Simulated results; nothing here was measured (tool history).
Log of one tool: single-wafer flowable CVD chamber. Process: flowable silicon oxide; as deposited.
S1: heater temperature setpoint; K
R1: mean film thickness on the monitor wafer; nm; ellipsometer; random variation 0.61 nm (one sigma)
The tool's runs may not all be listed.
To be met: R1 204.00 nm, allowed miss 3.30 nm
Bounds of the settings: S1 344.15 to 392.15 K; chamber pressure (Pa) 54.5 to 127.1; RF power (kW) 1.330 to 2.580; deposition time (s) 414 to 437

run 1 hour=0.0 | S1=368.15 chamber_pressure_(Pa)=90.8 RF_power_(kW)=1.955 deposition_time_(s)=437 | R1=258.18
run 2 hour=8.5 | S1=368.15 chamber_pressure_(Pa)=83.9 RF_power_(kW)=1.955 deposition_time_(s)=437 | R1=237.34
run 3 hour=14.9 | S1=368.15 chamber_pressure_(Pa)=83.9 RF_power_(kW)=2.095 deposition_time_(s)=437 | R1=241.04
run 4 hour=17.2 | S1=369.15 chamber_pressure_(Pa)=83.9 RF_power_(kW)=2.095 deposition_time_(s)=437 | R1=233.07
run 5 hour=22.7 | S1=364.15 chamber_pressure_(Pa)=83.9 RF_power_(kW)=2.095 deposition_time_(s)=437 | R1=273.70
run 6 hour=28.7 | S1=364.15 chamber_pressure_(Pa)=93.5 RF_power_(kW)=2.095 deposition_time_(s)=437 | R1=304.74
run 7 hour=36.1 | S1=367.15 chamber_pressure_(Pa)=93.5 RF_power_(kW)=2.095 deposition_time_(s)=437 | R1=277.32
run 8 hour=41.3 | S1=369.15 chamber_pressure_(Pa)=93.5 RF_power_(kW)=2.095 deposition_time_(s)=437 | R1=258.58
run 9 hour=43.7 | S1=371.15 chamber_pressure_(Pa)=93.5 RF_power_(kW)=2.095 deposition_time_(s)=437 | R1=242.23
run 10 hour=45.8 | S1=372.15 chamber_pressure_(Pa)=93.5 RF_power_(kW)=2.095 deposition_time_(s)=437 | R1=234.21
run 11 hour=52.2 | S1=373.15 chamber_pressure_(Pa)=93.5 RF_power_(kW)=2.095 deposition_time_(s)=437 | R1=228.41
run 12 hour=58.1 | S1=374.15 chamber_pressure_(Pa)=93.5 RF_power_(kW)=2.095 deposition_time_(s)=437 | R1=221.14
run 13 hour=65.0 | S1=375.15 chamber_pressure_(Pa)=93.5 RF_power_(kW)=2.095 deposition_time_(s)=437 | R1=214.42
run 14 hour=69.3 | S1=377.15 chamber_pressure_(Pa)=93.5 RF_power_(kW)=2.095 deposition_time_(s)=437 | R1=199.72

5 next moves are on the table. One of them brings every result within its allowed miss. Which?
run A hour=73.6 | S1=379.15 chamber_pressure_(Pa)=101.7 RF_power_(kW)=2.200 deposition_time_(s)=415 | R1=?
run B hour=73.6 | S1=379.15 chamber_pressure_(Pa)=105.6 RF_power_(kW)=1.810 deposition_time_(s)=431 | R1=?
run C hour=73.6 | S1=378.15 chamber_pressure_(Pa)=93.5 RF_power_(kW)=2.120 deposition_time_(s)=432 | R1=?
run D hour=73.6 | S1=374.15 chamber_pressure_(Pa)=85.3 RF_power_(kW)=1.880 deposition_time_(s)=437 | R1=?
run E hour=73.6 | S1=377.15 chamber_pressure_(Pa)=92.8 RF_power_(kW)=2.095 deposition_time_(s)=431 | R1=?

move=A R1=196.24
move=B R1=203.83
move=C R1=192.95
move=D R1=199.35
move=E R1=197.10
A: further off than the last run
B: meets every target
C: further off than the last run
D: further off than the last run
E: further off than the last run
Answer: B

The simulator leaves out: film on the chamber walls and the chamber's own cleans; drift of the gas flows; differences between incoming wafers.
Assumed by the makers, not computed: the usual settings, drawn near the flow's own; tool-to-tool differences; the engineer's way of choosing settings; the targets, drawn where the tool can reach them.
